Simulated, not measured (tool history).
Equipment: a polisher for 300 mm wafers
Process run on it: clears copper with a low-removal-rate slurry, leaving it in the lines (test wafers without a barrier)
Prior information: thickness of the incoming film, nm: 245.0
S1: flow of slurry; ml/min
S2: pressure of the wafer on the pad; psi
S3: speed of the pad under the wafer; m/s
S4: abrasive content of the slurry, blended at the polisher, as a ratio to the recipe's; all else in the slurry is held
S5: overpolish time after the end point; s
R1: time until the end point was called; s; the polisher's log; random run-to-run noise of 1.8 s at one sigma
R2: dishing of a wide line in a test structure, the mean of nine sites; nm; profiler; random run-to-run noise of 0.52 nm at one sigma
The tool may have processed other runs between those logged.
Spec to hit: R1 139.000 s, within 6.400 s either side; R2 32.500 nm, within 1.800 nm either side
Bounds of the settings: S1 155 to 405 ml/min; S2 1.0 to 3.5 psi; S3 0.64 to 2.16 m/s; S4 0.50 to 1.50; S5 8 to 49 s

run,hour,S1,S2,S3,S4,S5,R1,R2
1,0.0,260,2.2,1.40,1.00,25,73.872,45.261
2,7.7,260,2.6,1.40,1.00,25,66.518,52.067
3,16.2,260,3.1,1.40,1.00,25,54.793,56.969
4,23.5,260,3.5,1.40,1.00,25,48.478,64.932
# hour 24.2: slurry nozzle cleaned
5,24.2,260,2.8,1.32,1.00,26,61.285,53.051
6,31.9,240,2.3,1.18,0.90,29,85.470,45.844
7,36.7,240,1.7,1.14,0.90,30,118.550,35.707
8,43.3,240,1.6,1.14,0.90,30,126.210,34.591

5 next moves are on the table. One of them brings every result within its allowed miss. Which?
A,49.9,285,1.2,1.48,0.95,29,?,?
B,49.9,245,1.2,1.32,1.05,32,?,?
C,49.9,265,1.2,1.70,1.10,27,?,?
D,49.9,240,1.7,1.30,0.70,29,?,?
E,49.9,240,1.3,1.18,0.85,42,?,?

move,R1,R2
A,124.060,32.622
B,138.370,32.357
C,106.270,34.710
D,108.670,37.245
E,149.030,37.748
A: lands further from the targets than the last run did
B: every result within its allowed miss
C: lands further from the targets than the last run did
D: lands further from the targets than the last run did
E: the result that was furthest off in the last run now lies on the other side of its target
B is the move that brings every result within its allowed miss.

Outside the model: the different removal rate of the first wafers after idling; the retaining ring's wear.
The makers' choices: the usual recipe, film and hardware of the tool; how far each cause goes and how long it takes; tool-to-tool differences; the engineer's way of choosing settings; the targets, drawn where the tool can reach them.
